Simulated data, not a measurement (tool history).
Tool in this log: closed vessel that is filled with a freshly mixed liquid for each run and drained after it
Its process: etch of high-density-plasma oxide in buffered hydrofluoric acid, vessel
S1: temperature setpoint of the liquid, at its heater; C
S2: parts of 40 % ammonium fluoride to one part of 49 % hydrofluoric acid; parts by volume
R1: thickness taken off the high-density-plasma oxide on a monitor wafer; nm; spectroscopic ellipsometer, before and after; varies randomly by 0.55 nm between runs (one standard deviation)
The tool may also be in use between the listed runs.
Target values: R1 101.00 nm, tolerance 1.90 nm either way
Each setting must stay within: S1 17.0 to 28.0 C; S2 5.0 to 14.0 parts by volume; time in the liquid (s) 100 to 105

run 1 hour=0.0 | S1=20.0 S2=8.5 time_in_the_liquid_(s)=100 | R1=139.37
run 2 hour=8.2 | S1=21.0 S2=8.5 time_in_the_liquid_(s)=100 | R1=147.80
run 3 hour=9.1 | S1=20.5 S2=8.5 time_in_the_liquid_(s)=100 | R1=143.05
run 4 hour=13.3 | S1=20.5 S2=8.5 time_in_the_liquid_(s)=100 | R1=143.15
run 5 hour=20.7 | S1=20.5 S2=8.5 time_in_the_liquid_(s)=100 | R1=144.14
run 6 hour=21.9 | S1=20.5 S2=9.5 time_in_the_liquid_(s)=100 | R1=126.98
-- hour=23.7 hydrofluoric acid flow meter replaced
run 7 hour=23.7 | S1=20.0 S2=9.5 time_in_the_liquid_(s)=100 | R1=115.88
run 8 hour=28.1 | S1=19.0 S2=9.5 time_in_the_liquid_(s)=100 | R1=108.79
run 9 hour=34.0 | S1=18.5 S2=9.5 time_in_the_liquid_(s)=100 | R1=106.00

4 candidate next runs follow, results not yet known. Just one meets every target within its allowed miss. Identify it.
run A hour=39.9 | S1=17.5 S2=9.5 time_in_the_liquid_(s)=105 | R1=?
run B hour=39.9 | S1=17.0 S2=9.0 time_in_the_liquid_(s)=100 | R1=?
run C hour=39.9 | S1=19.0 S2=9.0 time_in_the_liquid_(s)=100 | R1=?
run D hour=39.9 | S1=18.5 S2=9.0 time_in_the_liquid_(s)=100 | R1=?

move=A R1=105.69
move=B R1=101.21
move=C R1=113.37
move=D R1=110.21
A: closer than the last run, but not yet in spec
B: hits every target within its allowed miss
C: the biggest miss grows against the last run
D: the biggest miss grows against the last run
Go with B: it meets all targets.
